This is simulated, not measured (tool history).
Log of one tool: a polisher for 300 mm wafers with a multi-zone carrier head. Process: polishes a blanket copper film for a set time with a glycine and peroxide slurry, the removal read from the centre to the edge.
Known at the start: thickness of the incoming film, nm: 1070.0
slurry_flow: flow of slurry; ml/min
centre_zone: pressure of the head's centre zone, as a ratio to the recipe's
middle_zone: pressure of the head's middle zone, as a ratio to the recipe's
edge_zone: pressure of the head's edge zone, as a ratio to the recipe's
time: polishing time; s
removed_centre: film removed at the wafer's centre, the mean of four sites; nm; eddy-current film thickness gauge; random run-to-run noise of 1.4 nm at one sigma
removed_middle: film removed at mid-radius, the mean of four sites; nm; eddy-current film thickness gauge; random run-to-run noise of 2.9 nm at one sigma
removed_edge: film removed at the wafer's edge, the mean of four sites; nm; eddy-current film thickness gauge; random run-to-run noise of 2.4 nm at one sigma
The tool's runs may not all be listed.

run    day  slurry_flow  centre_zone  middle_zone  edge_zone  time  removed_centre  removed_middle  removed_edge
  1  0.000          145         1.00         1.00       1.00    43          231.53          229.32        234.35
  2  0.083          145         1.00         1.05       1.00    43          235.59          243.63        238.47
  3  0.371          140         0.97         1.05       0.99    43          225.17          240.25        232.40
  4  0.617          135         0.94         1.05       0.99    43          215.77          239.83        233.10
  5  0.683          130         0.92         1.04       0.98    43          207.48          239.31        226.78
  6  0.817          125         0.91         1.03       0.98    43          205.96          235.48        232.17
     1.133  -- worn pad replaced by a new one
  7  1.133          120         0.90         1.02       0.97    43          218.23          249.95        242.33
  8  1.467          130         0.89         1.03       0.98    43          217.19          252.78        251.41

Run 9 has not been measured yet. What should we expect?
  9  1.633          125         0.89         1.04       0.99    42               ?               ?             ?

removed_centre: 209.68 nm
removed_middle: 256.14 nm
removed_edge: 243.10 nm
